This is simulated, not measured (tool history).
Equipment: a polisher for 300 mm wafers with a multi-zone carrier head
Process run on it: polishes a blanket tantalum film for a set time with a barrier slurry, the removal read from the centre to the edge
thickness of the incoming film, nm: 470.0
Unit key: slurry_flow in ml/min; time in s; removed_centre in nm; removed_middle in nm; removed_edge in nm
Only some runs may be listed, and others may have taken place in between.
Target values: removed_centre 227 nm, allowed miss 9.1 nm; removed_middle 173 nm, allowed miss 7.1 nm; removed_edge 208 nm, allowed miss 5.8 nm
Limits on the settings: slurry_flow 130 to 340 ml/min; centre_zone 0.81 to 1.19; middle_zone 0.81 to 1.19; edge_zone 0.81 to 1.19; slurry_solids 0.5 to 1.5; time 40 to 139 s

run	hour	slurry_flow	centre_zone	middle_zone	edge_zone	slurry_solids	time	removed_centre	removed_middle	removed_edge
1	0	220	1	1	1	1	89	178.95	174.21	175.65
2	8.6	230	1.03	0.98	1.04	1.05	89	192.03	167.31	178.64
3	11.5	230	1.03	0.98	1.04	0.95	89	177.51	163.76	173.21
4	13.2	230	1.03	0.98	1.08	0.95	89	178.93	163.12	175.3
5	14.3	230	1.03	0.98	1.08	1.15	89	194.62	172.15	190.16
6	15.1	230	1.03	0.98	1.08	1	89	179.02	169.91	178.93
7	15.9	230	1.03	0.98	1.08	1	89	186.36	168.67	179.88
8	16.7	230	1.04	0.97	1.1	1.1	89	190.02	170.45	188.43

Exercise: of the 4 proposed moves below, exactly one satisfies all targets within the stated allowed misses. Which move is it?
A	17.5	210	1.12	0.89	1.12	1.35	93	?	?	?
B	17.5	225	1.14	0.81	1.12	1.15	96	?	?	?
C	17.5	275	1.18	0.81	1.08	1.3	88	?	?	?
D	17.5	210	1.06	0.94	1.11	1.4	100	?	?	?

move	removed_centre	removed_middle	removed_edge
A	224.23	178.77	205.48
B	226.72	164.63	204.28
C	227.12	159.56	193.39
D	231.83	203.07	221.81
A: in spec on every target
B: meets the target for the result that was furthest off, but another lies outside its allowed miss
C: meets the target for the result that was furthest off, but another lies outside its allowed miss
D: meets the target for the result that was furthest off, but another lies outside its allowed miss
A is the move that brings every result within its allowed miss.
